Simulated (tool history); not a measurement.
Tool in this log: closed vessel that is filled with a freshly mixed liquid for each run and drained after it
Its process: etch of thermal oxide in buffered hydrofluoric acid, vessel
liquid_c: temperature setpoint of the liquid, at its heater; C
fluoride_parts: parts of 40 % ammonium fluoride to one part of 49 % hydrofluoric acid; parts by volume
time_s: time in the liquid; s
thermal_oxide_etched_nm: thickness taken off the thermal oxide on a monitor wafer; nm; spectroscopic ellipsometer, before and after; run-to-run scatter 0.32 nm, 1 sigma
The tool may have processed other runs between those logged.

run 1 hour=0 | liquid_c=23 fluoride_parts=15 time_s=35 | thermal_oxide_etched_nm=24.692
run 2 hour=4.1 | liquid_c=21.5 fluoride_parts=15 time_s=35 | thermal_oxide_etched_nm=22.963
run 3 hour=13 | liquid_c=21.5 fluoride_parts=13 time_s=35 | thermal_oxide_etched_nm=25.984
run 4 hour=14.6 | liquid_c=20.5 fluoride_parts=13 time_s=35 | thermal_oxide_etched_nm=24.787
run 5 hour=22.6 | liquid_c=22.5 fluoride_parts=13 time_s=35 | thermal_oxide_etched_nm=27.478
run 6 hour=29.7 | liquid_c=23.5 fluoride_parts=13 time_s=35 | thermal_oxide_etched_nm=28.943
run 7 hour=34.2 | liquid_c=24.5 fluoride_parts=13 time_s=35 | thermal_oxide_etched_nm=30.772

Run 8, settings as shown, results not yet in. Your forecast:
run 8 hour=34.9 | liquid_c=25 fluoride_parts=13 time_s=35 | thermal_oxide_etched_nm=?

{"run 8": {"thermal_oxide_etched_nm": 31.981}}
